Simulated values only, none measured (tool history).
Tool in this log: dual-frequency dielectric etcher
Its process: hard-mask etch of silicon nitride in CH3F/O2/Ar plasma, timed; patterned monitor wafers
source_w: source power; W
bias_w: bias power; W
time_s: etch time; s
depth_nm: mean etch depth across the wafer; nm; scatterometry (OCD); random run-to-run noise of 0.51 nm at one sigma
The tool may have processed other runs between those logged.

Run 1, hour 0: source_w 310 W, bias_w 89 W, time_s 237 s. Result: depth_nm 186.16 nm.
Run 2, hour 4.6: source_w 270 W, bias_w 89 W, time_s 237 s. Result: depth_nm 177.79 nm.
Run 3, hour 13.4: source_w 270 W, bias_w 89 W, time_s 247.5 s. Result: depth_nm 186.64 nm.
Run 4, hour 15.6: source_w 270 W, bias_w 74 W, time_s 247.5 s. Result: depth_nm 172.99 nm.
Run 5, hour 24.3: source_w 250 W, bias_w 74 W, time_s 247.5 s. Result: depth_nm 169.3 nm.
Run 6, hour 30.2: source_w 250 W, bias_w 67 W, time_s 247.5 s. Result: depth_nm 163.12 nm.
Run 7, hour 32.2: source_w 250 W, bias_w 67 W, time_s 247.5 s. Result: depth_nm 163.73 nm.

Estimate the outcome of run 8 from the log above:
Run 8, hour 37.2: source_w 240 W, bias_w 67 W, time_s 247.5 s. Result: depth_nm ?.

depth_nm: 161.72 nm
